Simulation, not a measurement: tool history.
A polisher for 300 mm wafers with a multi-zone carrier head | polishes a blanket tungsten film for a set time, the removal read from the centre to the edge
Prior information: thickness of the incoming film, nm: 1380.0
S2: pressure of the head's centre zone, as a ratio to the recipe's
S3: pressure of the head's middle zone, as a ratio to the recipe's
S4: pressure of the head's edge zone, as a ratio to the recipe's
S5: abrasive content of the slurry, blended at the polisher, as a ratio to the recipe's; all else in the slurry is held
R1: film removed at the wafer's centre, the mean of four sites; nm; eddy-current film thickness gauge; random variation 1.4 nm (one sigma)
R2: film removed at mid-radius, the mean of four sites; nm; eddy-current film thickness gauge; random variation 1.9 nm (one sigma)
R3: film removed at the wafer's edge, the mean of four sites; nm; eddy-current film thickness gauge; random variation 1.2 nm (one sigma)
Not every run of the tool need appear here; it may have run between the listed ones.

Run 1, hour 0.0: flow of slurry (ml/min) 240, S2 1.00, S3 1.00, S4 1.00, S5 1.00, polishing time (s) 51. Result: R1 225.39 nm, R2 221.90 nm, R3 221.00 nm.
Run 2, hour 8.7: flow of slurry (ml/min) 225, S2 0.94, S3 0.98, S4 0.98, S5 0.85, polishing time (s) 48. Result: R1 191.83 nm, R2 198.69 nm, R3 201.88 nm.
Run 3, hour 11.9: flow of slurry (ml/min) 220, S2 0.91, S3 0.97, S4 0.95, S5 0.75, polishing time (s) 45. Result: R1 169.94 nm, R2 181.55 nm, R3 178.37 nm.
Run 4, hour 14.3: flow of slurry (ml/min) 220, S2 0.91, S3 0.97, S4 0.88, S5 0.75, polishing time (s) 45. Result: R1 174.32 nm, R2 177.55 nm, R3 174.30 nm.
Run 5, hour 16.9: flow of slurry (ml/min) 210, S2 0.88, S3 0.95, S4 0.90, S5 0.65, polishing time (s) 44. Result: R1 154.33 nm, R2 166.87 nm, R3 168.18 nm.
Run 6, hour 21.1: flow of slurry (ml/min) 205, S2 0.86, S3 0.94, S4 0.88, S5 0.60, polishing time (s) 44. Result: R1 149.44 nm, R2 160.42 nm, R3 161.58 nm.
Run 7, hour 23.9: flow of slurry (ml/min) 195, S2 0.84, S3 0.94, S4 0.88, S5 0.55, polishing time (s) 44. Result: R1 143.60 nm, R2 162.30 nm, R3 160.14 nm.
Run 8, hour 28.0: flow of slurry (ml/min) 190, S2 0.83, S3 0.93, S4 0.88, S5 0.55, polishing time (s) 44. Result: R1 141.75 nm, R2 158.54 nm, R3 158.60 nm.
Run 9, hour 35.9: flow of slurry (ml/min) 185, S2 0.82, S3 0.93, S4 0.88, S5 0.55, polishing time (s) 44. Result: R1 141.10 nm, R2 155.45 nm, R3 157.29 nm.
Run 10, hour 44.4: flow of slurry (ml/min) 185, S2 0.82, S3 0.93, S4 0.89, S5 0.55, polishing time (s) 44. Result: R1 139.23 nm, R2 159.34 nm, R3 159.58 nm.

Expected results for the next run?
Run 11, hour 46.5: flow of slurry (ml/min) 180, S2 0.82, S3 0.92, S4 0.89, S5 0.55, polishing time (s) 44. Result: R1 ?, R2 ?, R3 ?.

{"run 11": {"R1": 140.74, "R2": 156.13, "R3": 157.51}}

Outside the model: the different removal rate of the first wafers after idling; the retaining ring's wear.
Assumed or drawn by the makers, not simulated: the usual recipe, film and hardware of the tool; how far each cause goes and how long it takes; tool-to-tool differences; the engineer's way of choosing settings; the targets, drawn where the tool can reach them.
